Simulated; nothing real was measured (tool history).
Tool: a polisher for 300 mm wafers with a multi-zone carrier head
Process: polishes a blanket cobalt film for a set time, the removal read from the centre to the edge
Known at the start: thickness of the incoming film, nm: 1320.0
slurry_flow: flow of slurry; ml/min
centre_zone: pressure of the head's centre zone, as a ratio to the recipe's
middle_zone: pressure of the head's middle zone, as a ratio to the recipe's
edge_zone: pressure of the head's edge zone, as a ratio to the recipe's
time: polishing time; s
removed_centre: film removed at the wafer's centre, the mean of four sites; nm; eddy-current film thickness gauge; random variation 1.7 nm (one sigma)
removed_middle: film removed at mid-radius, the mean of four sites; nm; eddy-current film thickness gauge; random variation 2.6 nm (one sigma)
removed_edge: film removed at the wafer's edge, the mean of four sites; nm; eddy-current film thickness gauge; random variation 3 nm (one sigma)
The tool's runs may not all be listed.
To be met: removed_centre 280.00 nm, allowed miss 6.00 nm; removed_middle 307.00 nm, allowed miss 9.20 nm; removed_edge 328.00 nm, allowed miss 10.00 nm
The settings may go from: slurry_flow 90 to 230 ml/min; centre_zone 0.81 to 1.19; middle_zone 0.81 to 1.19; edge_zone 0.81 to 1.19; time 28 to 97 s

| run | day | slurry_flow | centre_zone | middle_zone | edge_zone | time | removed_centre | removed_middle | removed_edge |
|---|---|---|---|---|---|---|---|---|---|
| 1 | 0.000 | 150 | 1.00 | 1.00 | 1.00 | 62 | 302.94 | 284.28 | 277.62 |
| 2 | 0.092 | 145 | 0.97 | 1.00 | 1.04 | 63 | 300.63 | 288.75 | 288.16 |
| 3 | 0.208 | 140 | 0.94 | 1.00 | 1.07 | 64 | 293.83 | 291.14 | 295.53 |
| 4 | 0.333 | 140 | 0.92 | 1.00 | 1.10 | 65 | 293.76 | 295.84 | 307.25 |
| 5 | 0.658 | 140 | 0.92 | 1.00 | 1.06 | 65 | 291.70 | 296.88 | 302.81 |
| 6 | 0.883 | 140 | 0.92 | 1.07 | 1.06 | 65 | 292.41 | 304.56 | 301.64 |
| 7 | 1.100 | 135 | 0.90 | 1.06 | 1.09 | 65 | 282.88 | 305.97 | 301.46 |
|  | 1.338 | centre zone pressure recalibrated |
| 8 | 1.338 | 135 | 0.89 | 1.04 | 1.11 | 65 | 254.33 | 302.13 | 308.10 |
| 9 | 1.662 | 145 | 0.89 | 1.02 | 1.11 | 65 | 260.74 | 302.68 | 307.06 |
| 10 | 1.729 | 140 | 0.89 | 1.02 | 1.12 | 66 | 262.26 | 297.42 | 312.63 |
| 11 | 1.908 | 140 | 0.90 | 1.02 | 1.12 | 67 | 272.48 | 308.73 | 315.43 |

Which of these 5 next moves meets every target?
| A | 2.088 | 160 | 0.92 | 1.00 | 1.18 | 66 | ? | ? | ? |
| B | 2.088 | 140 | 0.87 | 1.06 | 1.15 | 68 | ? | ? | ? |
| C | 2.088 | 145 | 0.85 | 0.89 | 1.19 | 73 | ? | ? | ? |
| D | 2.088 | 165 | 0.86 | 1.10 | 1.13 | 67 | ? | ? | ? |
| E | 2.088 | 185 | 0.91 | 1.19 | 1.11 | 61 | ? | ? | ? |

| move | removed_centre | removed_middle | removed_edge |
|---|---|---|---|
| A | 283.62 | 309.25 | 328.63 |
| B | 267.64 | 323.87 | 327.13 |
| C | 282.85 | 307.54 | 360.24 |
| D | 270.95 | 339.69 | 327.23 |
| E | 267.31 | 335.38 | 299.33 |
A: meets every target
B: brings the result that was furthest off to its target, and leaves another outside
C: takes the result that was furthest off past its target
D: brings the result that was furthest off to its target, and leaves another outside
E: further off than the last run
Answer: A
